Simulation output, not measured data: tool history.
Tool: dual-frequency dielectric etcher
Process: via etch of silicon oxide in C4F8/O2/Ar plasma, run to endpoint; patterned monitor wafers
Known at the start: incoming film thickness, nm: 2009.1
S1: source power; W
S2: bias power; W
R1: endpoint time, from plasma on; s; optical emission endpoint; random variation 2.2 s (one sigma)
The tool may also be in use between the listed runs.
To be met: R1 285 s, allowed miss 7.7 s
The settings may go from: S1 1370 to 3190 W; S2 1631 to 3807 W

run 1 hour=0 | S1=2280 S2=2719 | R1=333.85
run 2 hour=2.4 | S1=2450 S2=2796 | R1=319.43
run 3 hour=6.3 | S1=2560 S2=2841 | R1=311.58
run 4 hour=8.6 | S1=2650 S2=2877 | R1=303.7
run 5 hour=17 | S1=2710 S2=2900 | R1=305.55
-- hour=20.2 wet clean of the chamber
run 6 hour=20.2 | S1=2950 S2=2900 | R1=272.58
run 7 hour=25.7 | S1=2920 S2=2894 | R1=271.29
run 8 hour=27.7 | S1=2890 S2=2892 | R1=276.25

4 next moves are on the table. One of them brings every result within its allowed miss. Which?
run A hour=29.7 | S1=3020 S2=3121 | R1=?
run B hour=29.7 | S1=2480 S2=3271 | R1=?
run C hour=29.7 | S1=2980 S2=2964 | R1=?
run D hour=29.7 | S1=3130 S2=2933 | R1=?

move=A R1=267.11
move=B R1=290.85
move=C R1=274.39
move=D R1=268.68
A: further off than the last run
B: meets every target
C: further off than the last run
D: further off than the last run
Move B is the one to make.
